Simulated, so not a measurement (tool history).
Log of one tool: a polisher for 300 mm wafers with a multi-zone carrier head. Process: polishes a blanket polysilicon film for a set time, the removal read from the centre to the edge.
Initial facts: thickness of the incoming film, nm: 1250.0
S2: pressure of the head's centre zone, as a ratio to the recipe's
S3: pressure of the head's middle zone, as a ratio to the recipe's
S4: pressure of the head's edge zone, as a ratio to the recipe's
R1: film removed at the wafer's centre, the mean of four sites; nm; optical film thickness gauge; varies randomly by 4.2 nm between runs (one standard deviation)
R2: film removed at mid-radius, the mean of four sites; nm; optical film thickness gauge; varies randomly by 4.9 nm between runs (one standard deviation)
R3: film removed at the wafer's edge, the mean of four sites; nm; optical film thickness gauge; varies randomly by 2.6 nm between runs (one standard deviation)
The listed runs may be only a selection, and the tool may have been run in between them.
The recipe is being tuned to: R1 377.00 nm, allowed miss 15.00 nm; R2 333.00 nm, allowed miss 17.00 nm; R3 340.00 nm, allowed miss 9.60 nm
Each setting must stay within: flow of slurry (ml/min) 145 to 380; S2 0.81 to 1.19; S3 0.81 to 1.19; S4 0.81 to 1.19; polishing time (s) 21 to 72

{"run": 1, "hour": 0.0, "flow of slurry (ml/min)": 245, "S2": 1.0, "S3": 1.0, "S4": 1.0, "polishing time (s)": 46, "R1": 254.17, "R2": 257.14, "R3": 252.81}
{"run": 2, "hour": 7.6, "flow of slurry (ml/min)": 245, "S2": 1.0, "S3": 1.0, "S4": 0.95, "polishing time (s)": 46, "R1": 249.51, "R2": 255.16, "R3": 249.36}
{"run": 3, "hour": 10.8, "flow of slurry (ml/min)": 250, "S2": 1.03, "S3": 0.99, "S4": 0.98, "polishing time (s)": 50, "R1": 289.49, "R2": 276.98, "R3": 277.63}
{"run": 4, "hour": 19.0, "flow of slurry (ml/min)": 260, "S2": 1.05, "S3": 1.0, "S4": 1.01, "polishing time (s)": 52, "R1": 300.97, "R2": 284.87, "R3": 288.78}
{"run": 5, "hour": 25.6, "flow of slurry (ml/min)": 260, "S2": 1.01, "S3": 1.0, "S4": 1.01, "polishing time (s)": 52, "R1": 285.83, "R2": 299.24, "R3": 291.1}
{"run": 6, "hour": 31.1, "flow of slurry (ml/min)": 265, "S2": 1.04, "S3": 1.0, "S4": 1.02, "polishing time (s)": 54, "R1": 310.62, "R2": 303.18, "R3": 304.67}
{"run": 7, "hour": 37.4, "flow of slurry (ml/min)": 265, "S2": 1.06, "S3": 1.01, "S4": 1.02, "polishing time (s)": 56, "R1": 328.06, "R2": 318.56, "R3": 312.68}
{"run": 8, "hour": 38.6, "flow of slurry (ml/min)": 270, "S2": 1.08, "S3": 1.0, "S4": 1.03, "polishing time (s)": 57, "R1": 342.4, "R2": 315.79, "R3": 322.88}
{"run": 9, "hour": 42.8, "flow of slurry (ml/min)": 270, "S2": 1.09, "S3": 1.01, "S4": 1.03, "polishing time (s)": 58, "R1": 344.43, "R2": 331.18, "R3": 326.94}

Which one of the following 5 next-run settings gets every result inside its allowed miss? There is exactly one.
{"run": "A", "hour": 47.0, "flow of slurry (ml/min)": 295, "S2": 1.14, "S3": 1.06, "S4": 1.0, "polishing time (s)": 57, "R1": "?", "R2": "?", "R3": "?"}
{"run": "B", "hour": 47.0, "flow of slurry (ml/min)": 265, "S2": 1.14, "S3": 1.0, "S4": 1.04, "polishing time (s)": 60, "R1": "?", "R2": "?", "R3": "?"}
{"run": "C", "hour": 47.0, "flow of slurry (ml/min)": 320, "S2": 1.12, "S3": 1.08, "S4": 1.08, "polishing time (s)": 55, "R1": "?", "R2": "?", "R3": "?"}
{"run": "D", "hour": 47.0, "flow of slurry (ml/min)": 315, "S2": 0.99, "S3": 0.94, "S4": 1.04, "polishing time (s)": 61, "R1": "?", "R2": "?", "R3": "?"}
{"run": "E", "hour": 47.0, "flow of slurry (ml/min)": 260, "S2": 0.92, "S3": 1.02, "S4": 1.08, "polishing time (s)": 57, "R1": "?", "R2": "?", "R3": "?"}

move=A R1=359.72 R2=345.87 R3=322.14
move=B R1=374.34 R2=343.06 R3=342.82
move=C R1=343.69 R2=341.49 R3=323.58
move=D R1=335.81 R2=336.61 R3=352.99
move=E R1=285.98 R2=331.17 R3=330.84
A: nearer than the last run, and not there yet
B: in spec on every target
C: roughly where the last run was
D: moves away from the targets compared with the last run
E: moves away from the targets compared with the last run
Move B is the one to make.
